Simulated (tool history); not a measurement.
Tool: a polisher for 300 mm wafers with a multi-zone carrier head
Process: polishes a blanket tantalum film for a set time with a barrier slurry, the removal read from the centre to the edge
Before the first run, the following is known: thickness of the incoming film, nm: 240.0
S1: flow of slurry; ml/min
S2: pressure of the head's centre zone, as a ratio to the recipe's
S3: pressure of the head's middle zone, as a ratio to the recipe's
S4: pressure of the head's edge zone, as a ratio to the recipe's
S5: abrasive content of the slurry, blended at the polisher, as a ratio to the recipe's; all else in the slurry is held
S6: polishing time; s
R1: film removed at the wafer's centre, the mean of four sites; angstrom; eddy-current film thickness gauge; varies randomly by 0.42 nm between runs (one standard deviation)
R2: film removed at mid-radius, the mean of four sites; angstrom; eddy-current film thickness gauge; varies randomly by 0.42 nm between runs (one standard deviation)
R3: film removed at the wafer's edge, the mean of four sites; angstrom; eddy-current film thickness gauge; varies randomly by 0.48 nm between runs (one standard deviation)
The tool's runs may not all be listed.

Run 1, hour 0: S1 180 ml/min, S2 1, S3 1, S4 1, S5 1, S6 32 s. Result: R1 585.3 angstrom, R2 591.3 angstrom, R3 591.21 angstrom.
Run 2, hour 1.3: S1 180 ml/min, S2 1, S3 1, S4 0.95, S5 1, S6 32 s. Result: R1 595.77 angstrom, R2 592.37 angstrom, R3 576.9 angstrom.
Run 3, hour 4.4: S1 180 ml/min, S2 1, S3 1, S4 0.88, S5 1, S6 32 s. Result: R1 580.6 angstrom, R2 590.18 angstrom, R3 554.12 angstrom.
Run 4, hour 7.3: S1 170 ml/min, S2 0.98, S3 0.95, S4 0.87, S5 0.85, S6 31 s. Result: R1 525.57 angstrom, R2 507.94 angstrom, R3 502.91 angstrom.
Run 5, hour 14.5: S1 160 ml/min, S2 0.94, S3 0.92, S4 0.86, S5 0.75, S6 31 s. Result: R1 475.62 angstrom, R2 475.9 angstrom, R3 469.16 angstrom.
Run 6, hour 15.4: S1 160 ml/min, S2 0.94, S3 0.92, S4 0.86, S5 0.65, S6 31 s. Result: R1 440.45 angstrom, R2 442.81 angstrom, R3 436.64 angstrom.
Run 7, hour 23.7: S1 150 ml/min, S2 0.93, S3 0.89, S4 0.87, S5 0.65, S6 31 s. Result: R1 425.66 angstrom, R2 424.75 angstrom, R3 438.46 angstrom.

Predict the results of run 8:
Run 8, hour 25.7: S1 140 ml/min, S2 0.93, S3 0.88, S4 0.87, S5 0.65, S6 31 s. Result: R1 ?, R2 ?, R3 ?.

{"run 8": {"R1": 419.29, "R2": 410.28, "R3": 434.59}}
